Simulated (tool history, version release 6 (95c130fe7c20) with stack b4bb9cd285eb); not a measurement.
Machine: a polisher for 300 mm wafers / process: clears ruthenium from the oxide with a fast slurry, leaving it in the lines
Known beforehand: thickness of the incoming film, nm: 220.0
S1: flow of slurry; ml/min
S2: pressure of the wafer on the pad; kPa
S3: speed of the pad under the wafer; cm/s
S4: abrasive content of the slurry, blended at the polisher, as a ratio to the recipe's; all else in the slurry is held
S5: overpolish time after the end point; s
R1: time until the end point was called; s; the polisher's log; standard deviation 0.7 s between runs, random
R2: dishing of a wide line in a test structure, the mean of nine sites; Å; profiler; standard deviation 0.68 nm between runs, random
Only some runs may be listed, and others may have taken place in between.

{"run": 1, "hour": 0.0, "S1": 275, "S2": 13.8, "S3": 122, "S4": 1.0, "S5": 25, "R1": 76.168, "R2": 560.81}
{"run": 2, "hour": 4.9, "S1": 275, "S2": 15.9, "S3": 122, "S4": 1.0, "S5": 25, "R1": 63.894, "R2": 620.99}
{"run": 3, "hour": 8.5, "S1": 275, "S2": 15.9, "S3": 110, "S4": 1.0, "S5": 25, "R1": 67.499, "R2": 594.29}
{"run": 4, "hour": 14.4, "S1": 245, "S2": 15.9, "S3": 110, "S4": 1.0, "S5": 25, "R1": 71.352, "R2": 594.91}
{"run": 5, "hour": 19.3, "S1": 245, "S2": 12.4, "S3": 110, "S4": 1.0, "S5": 25, "R1": 87.033, "R2": 486.61}
{"run": 6, "hour": 24.6, "S1": 245, "S2": 14.5, "S3": 110, "S4": 1.0, "S5": 22, "R1": 74.179, "R2": 492.51}
{"run": 7, "hour": 30.7, "S1": 245, "S2": 15.9, "S3": 110, "S4": 1.0, "S5": 20, "R1": 68.479, "R2": 486.67}
{"run": 8, "hour": 38.5, "S1": 245, "S2": 17.2, "S3": 110, "S4": 1.0, "S5": 19, "R1": 62.752, "R2": 505.28}
{"run": 9, "hour": 46.9, "S1": 245, "S2": 17.9, "S3": 110, "S4": 1.0, "S5": 18, "R1": 61.596, "R2": 496.94}
{"run": 10, "hour": 54.7, "S1": 245, "S2": 18.6, "S3": 110, "S4": 1.0, "S5": 17, "R1": 59.967, "R2": 472.07}
{"run": 11, "hour": 57.2, "S1": 245, "S2": 19.3, "S3": 110, "S4": 1.0, "S5": 17, "R1": 55.274, "R2": 511.84}
{"run": 12, "hour": 60.6, "S1": 245, "S2": 19.3, "S3": 110, "S4": 1.0, "S5": 16, "R1": 56.203, "R2": 471.25}

Run 13 comes next. What will it give?
{"run": 13, "hour": 68.8, "S1": 245, "S2": 20.0, "S3": 110, "S4": 1.0, "S5": 16, "R1": "?", "R2": "?"}

{"run 13": {"R1": 55.958, "R2": 481.52}}
